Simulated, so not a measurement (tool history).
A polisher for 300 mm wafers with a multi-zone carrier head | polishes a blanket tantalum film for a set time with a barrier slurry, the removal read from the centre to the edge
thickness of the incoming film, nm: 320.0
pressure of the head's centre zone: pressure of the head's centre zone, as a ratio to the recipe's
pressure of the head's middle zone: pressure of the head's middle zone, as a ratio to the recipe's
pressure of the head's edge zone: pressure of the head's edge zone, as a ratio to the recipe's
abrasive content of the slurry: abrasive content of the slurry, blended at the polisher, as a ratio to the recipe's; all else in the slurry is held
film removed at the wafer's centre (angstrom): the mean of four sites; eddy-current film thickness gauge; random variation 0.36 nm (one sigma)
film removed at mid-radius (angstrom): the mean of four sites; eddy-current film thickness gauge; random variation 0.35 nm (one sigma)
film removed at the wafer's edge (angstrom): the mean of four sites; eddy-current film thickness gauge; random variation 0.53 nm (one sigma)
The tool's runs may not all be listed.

run,day,flow of slurry (ml/min),pressure of the head's centre zone,pressure of the head's middle zone,pressure of the head's edge zone,abrasive content of the slurry,polishing time (s),film removed at the wafer's centre (angstrom),film removed at mid-radius (angstrom),film removed at the wafer's edge (angstrom)
1,0,190,1,1,1,1,48,470.65,477.68,477.68
2,0.338,185,0.96,1,0.98,0.9,47,419.74,450.78,435.51
3,0.571,175,0.92,0.98,0.98,0.85,47,396.26,432.44,435.81
4,0.775,175,0.88,0.98,0.98,0.85,47,369.09,426.8,426.06
5,1.079,175,0.88,0.98,1.02,0.85,47,380.08,431.76,438.41
6,1.35,175,0.88,0.95,1.02,0.85,47,375.04,419.57,446.77
7,1.688,170,0.87,0.95,0.99,0.8,47,360.09,402.2,425.94
8,1.971,165,0.86,0.95,0.96,0.75,47,341.09,385.44,400.16
9,2.338,160,0.85,0.95,0.94,0.75,47,341.34,386.03,393.38
10,2.629,160,0.84,0.96,0.94,0.7,47,322.02,373.37,384.14
11,2.738,155,0.83,0.97,0.93,0.7,47,319.62,382.34,375.38
12,2.854,150,0.83,0.97,0.93,0.7,47,312.69,375.99,379.62
13,2.929,150,0.83,0.97,0.92,0.7,47,314.89,379.28,370.25
14,3.242,145,0.83,0.97,0.92,0.7,47,309.9,383.44,366.2

The next listed run, before its measurement:
15,3.546,145,0.83,0.96,0.92,0.7,47,?,?,?

Run 15 gave film removed at the wafer's centre (angstrom) 311.57, film removed at mid-radius (angstrom) 381.19, film removed at the wafer's edge (angstrom) 370.65.
